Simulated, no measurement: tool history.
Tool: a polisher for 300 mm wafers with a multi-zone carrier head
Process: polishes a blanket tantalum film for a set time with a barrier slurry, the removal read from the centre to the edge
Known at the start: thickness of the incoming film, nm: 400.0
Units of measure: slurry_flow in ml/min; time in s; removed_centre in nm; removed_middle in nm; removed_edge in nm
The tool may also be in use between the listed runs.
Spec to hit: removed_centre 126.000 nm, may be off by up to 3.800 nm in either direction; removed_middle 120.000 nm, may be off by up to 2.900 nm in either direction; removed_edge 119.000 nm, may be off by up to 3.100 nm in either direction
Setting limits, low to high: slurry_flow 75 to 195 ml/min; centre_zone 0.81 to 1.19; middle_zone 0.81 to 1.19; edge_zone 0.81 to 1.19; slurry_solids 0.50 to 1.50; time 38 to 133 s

run  hour  slurry_flow  centre_zone  middle_zone  edge_zone  slurry_solids  time  removed_centre  removed_middle  removed_edge
  1   0.0          125         1.00         1.00       1.00           1.00    85          81.414          84.940        82.328
  2   8.3          125         1.00         0.94       1.00           1.00    85          80.905          79.754        83.267
  3   9.4          135         1.03         0.96       1.04           1.15    87          89.271          87.099        90.478
  4  14.7          135         1.03         0.96       1.04           1.15    74          76.647          73.851        76.870
  5  17.4          135         1.03         0.96       1.09           1.15    74          74.948          75.082        80.217
  6  20.5          135         1.03         0.96       1.01           1.15    74          75.326          73.484        74.831
  7  29.0          145         1.06         0.99       1.05           1.25    80          88.605          85.050        86.086
  8  30.3          150         1.08         1.01       1.08           1.30    83          94.987          90.997        92.996
  9  35.8          160         1.10         1.04       1.10           1.35    85          98.415          97.567        96.062
 10  39.0          165         1.12         1.05       1.12           1.40    88         105.530         101.430       101.390
 11  45.8          170         1.13         1.06       1.13           1.45    91         110.910         107.970       107.300
 12  48.1          175         1.14         1.07       1.14           1.45    93         115.430         110.820       108.640
 13  52.6          175         1.14         1.07       1.15           1.45    95         120.390         114.110       112.030
 14  56.9          180         1.14         1.07       1.16           1.45    96         120.750         116.350       115.300
 15  58.0          180         1.14         1.07       1.16           1.45    96         122.700         116.460       115.750

Of the 5 settings listed for the next run, only one would bring every result within its allowed miss of target. Which one?
  A  59.1          180         1.12         1.11       1.17           1.50    93               ?               ?             ?
  B  59.1          195         1.12         1.05       1.15           1.20   103               ?               ?             ?
  C  59.1          170         1.17         1.02       1.19           1.45    98               ?               ?             ?
  D  59.1          180         1.19         0.96       1.19           1.50   103               ?               ?             ?
  E  59.1          140         1.19         1.19       1.09           1.45   101               ?               ?             ?

move  removed_centre  removed_middle  removed_edge
   A         114.950         117.420       111.930
   B         124.220         121.070       119.450
   C         124.440         113.590       117.620
   D         135.220         115.390       125.320
   E         125.130         128.090       112.480
A: the worst result of the last run now meets its target, but another is out of spec
B: meets every target
C: misses by more than the last run did
D: misses by more than the last run did
E: pushes the last run's worst result past its target
B is the move that brings every result within its allowed miss.
